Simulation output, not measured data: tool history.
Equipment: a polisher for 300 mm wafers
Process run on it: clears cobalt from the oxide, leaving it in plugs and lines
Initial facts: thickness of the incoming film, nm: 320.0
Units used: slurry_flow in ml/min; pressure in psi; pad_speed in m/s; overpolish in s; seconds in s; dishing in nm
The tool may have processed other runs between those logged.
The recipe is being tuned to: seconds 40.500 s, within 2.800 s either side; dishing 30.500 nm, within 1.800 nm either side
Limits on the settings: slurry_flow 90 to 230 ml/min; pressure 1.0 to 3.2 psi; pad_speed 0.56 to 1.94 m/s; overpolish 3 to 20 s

| run | hour | slurry_flow | pressure | pad_speed | overpolish | seconds | dishing |
|---|---|---|---|---|---|---|---|
| 1 | 0.0 | 150 | 2.1 | 1.24 | 10 | 61.384 | 32.898 |
| 2 | 8.1 | 150 | 2.1 | 1.24 | 7 | 62.635 | 25.881 |
| 3 | 15.2 | 150 | 2.1 | 1.24 | 3 | 60.861 | 13.381 |
| 4 | 18.3 | 150 | 2.1 | 1.48 | 3 | 51.069 | 16.000 |
| 5 | 20.7 | 150 | 2.1 | 1.48 | 3 | 52.185 | 15.555 |
| 6 | 21.8 | 150 | 2.1 | 1.32 | 3 | 58.091 | 14.174 |
|  | 26.2 | worn pad replaced by a new one |
| 7 | 26.2 | 150 | 2.2 | 1.36 | 4 | 46.980 | 20.495 |
| 8 | 29.4 | 135 | 2.4 | 1.32 | 7 | 44.313 | 31.090 |

5 candidate next runs follow, results not yet known. Just one meets every target within its allowed miss. Identify it.
| A | 32.6 | 150 | 2.9 | 1.10 | 5 | ? | ? |
| B | 32.6 | 135 | 2.9 | 1.08 | 7 | ? | ? |
| C | 32.6 | 145 | 2.8 | 1.24 | 6 | ? | ? |
| D | 32.6 | 150 | 2.3 | 1.34 | 7 | ? | ? |
| E | 32.6 | 150 | 2.6 | 1.08 | 8 | ? | ? |

| move | seconds | dishing |
|---|---|---|
| A | 45.469 | 25.452 |
| B | 47.208 | 30.944 |
| C | 42.155 | 30.165 |
| D | 47.027 | 31.018 |
| E | 51.467 | 31.847 |
A: the biggest miss grows against the last run
B: the biggest miss grows against the last run
C: in spec on every target
D: the biggest miss grows against the last run
E: the biggest miss grows against the last run
Go with C: it meets all targets.
